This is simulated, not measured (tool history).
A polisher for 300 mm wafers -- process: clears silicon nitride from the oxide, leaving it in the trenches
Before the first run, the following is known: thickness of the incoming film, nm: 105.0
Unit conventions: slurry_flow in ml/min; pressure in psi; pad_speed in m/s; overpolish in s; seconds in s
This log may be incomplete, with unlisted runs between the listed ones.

{"run": 1, "hour": 0.0, "slurry_flow": 275, "pressure": 3.3, "pad_speed": 1.02, "overpolish": 5, "seconds": 122.11}
{"run": 2, "hour": 6.1, "slurry_flow": 275, "pressure": 3.5, "pad_speed": 1.02, "overpolish": 5, "seconds": 116.66}
{"run": 3, "hour": 8.5, "slurry_flow": 275, "pressure": 3.7, "pad_speed": 1.02, "overpolish": 5, "seconds": 110.18}
{"run": 4, "hour": 16.5, "slurry_flow": 275, "pressure": 3.7, "pad_speed": 1.02, "overpolish": 5, "seconds": 109.38}
{"run": 5, "hour": 21.3, "slurry_flow": 275, "pressure": 3.8, "pad_speed": 1.02, "overpolish": 5, "seconds": 107.33}
{"run": 6, "hour": 23.5, "slurry_flow": 275, "pressure": 3.1, "pad_speed": 1.02, "overpolish": 5, "seconds": 130.49}
{"run": 7, "hour": 26.3, "slurry_flow": 275, "pressure": 3.1, "pad_speed": 1.02, "overpolish": 5, "seconds": 133.87}

Run 8 has not been measured yet. What should we expect?
{"run": 8, "hour": 31.2, "slurry_flow": 275, "pressure": 3.4, "pad_speed": 1.02, "overpolish": 5, "seconds": "?"}

Run 8 yielded seconds 116.81 s.
